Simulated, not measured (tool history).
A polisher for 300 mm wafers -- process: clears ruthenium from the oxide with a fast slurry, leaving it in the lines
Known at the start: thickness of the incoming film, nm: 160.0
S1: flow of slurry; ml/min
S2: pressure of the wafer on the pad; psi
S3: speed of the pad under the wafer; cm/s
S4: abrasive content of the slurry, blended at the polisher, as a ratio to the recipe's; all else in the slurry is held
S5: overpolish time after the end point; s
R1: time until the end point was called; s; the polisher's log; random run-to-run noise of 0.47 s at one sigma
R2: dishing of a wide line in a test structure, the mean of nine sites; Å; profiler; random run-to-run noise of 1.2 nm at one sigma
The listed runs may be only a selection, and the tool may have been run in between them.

{"run": 1, "hour": 0.0, "S1": 160, "S2": 1.9, "S3": 124, "S4": 1.0, "S5": 27, "R1": 50.428, "R2": 524.07}
{"run": 2, "hour": 5.7, "S1": 160, "S2": 1.7, "S3": 124, "S4": 1.0, "S5": 27, "R1": 56.721, "R2": 486.84}
{"run": 3, "hour": 12.8, "S1": 160, "S2": 1.7, "S3": 124, "S4": 0.85, "S5": 27, "R1": 59.937, "R2": 454.84}
{"run": 4, "hour": 19.1, "S1": 160, "S2": 1.8, "S3": 124, "S4": 0.85, "S5": 28, "R1": 57.72, "R2": 487.13}
{"run": 5, "hour": 25.5, "S1": 160, "S2": 1.8, "S3": 148, "S4": 0.85, "S5": 28, "R1": 46.461, "R2": 558.62}
{"run": 6, "hour": 31.1, "S1": 135, "S2": 1.8, "S3": 148, "S4": 0.85, "S5": 28, "R1": 50.29, "R2": 555.5}
{"run": 7, "hour": 31.9, "S1": 140, "S2": 1.9, "S3": 148, "S4": 0.85, "S5": 29, "R1": 47.188, "R2": 577.66}
{"run": 8, "hour": 35.0, "S1": 145, "S2": 2.0, "S3": 148, "S4": 0.85, "S5": 30, "R1": 44.33, "R2": 612.7}

For run 9, what comes out?
{"run": 9, "hour": 38.8, "S1": 150, "S2": 2.0, "S3": 148, "S4": 0.85, "S5": 31, "R1": "?", "R2": "?"}

R1: 44.545 s
R2: 631.52 Å
